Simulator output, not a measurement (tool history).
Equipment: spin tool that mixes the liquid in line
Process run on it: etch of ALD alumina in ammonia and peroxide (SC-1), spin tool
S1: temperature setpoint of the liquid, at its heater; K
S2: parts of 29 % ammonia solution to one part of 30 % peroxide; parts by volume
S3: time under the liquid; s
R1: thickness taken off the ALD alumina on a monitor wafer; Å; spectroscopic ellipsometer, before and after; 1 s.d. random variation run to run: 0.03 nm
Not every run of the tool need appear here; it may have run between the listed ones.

Run 1, hour 0: S1 329.15 K, S2 0.9 parts by volume, S3 100 s. Result: R1 64.526 Å.
Run 2, hour 7.7: S1 329.15 K, S2 0.9 parts by volume, S3 105 s. Result: R1 67.723 Å.
Run 3, hour 14.9: S1 329.15 K, S2 1.1 parts by volume, S3 105 s. Result: R1 68.692 Å.
Run 4, hour 20.6: S1 329.15 K, S2 0.95 parts by volume, S3 105 s. Result: R1 67.212 Å.
Run 5, hour 26.1: S1 322.15 K, S2 0.95 parts by volume, S3 105 s. Result: R1 47.239 Å.
Run 6, hour 31.2: S1 322.15 K, S2 1.1 parts by volume, S3 105 s. Result: R1 47.653 Å.
Run 7, hour 37.8: S1 321.65 K, S2 1.1 parts by volume, S3 105 s. Result: R1 46.138 Å.

Run 8 comes next. What will it give?
Run 8, hour 44: S1 317.65 K, S2 1.1 parts by volume, S3 105 s. Result: R1 ?.

{"run 8": {"R1": 36.623}}

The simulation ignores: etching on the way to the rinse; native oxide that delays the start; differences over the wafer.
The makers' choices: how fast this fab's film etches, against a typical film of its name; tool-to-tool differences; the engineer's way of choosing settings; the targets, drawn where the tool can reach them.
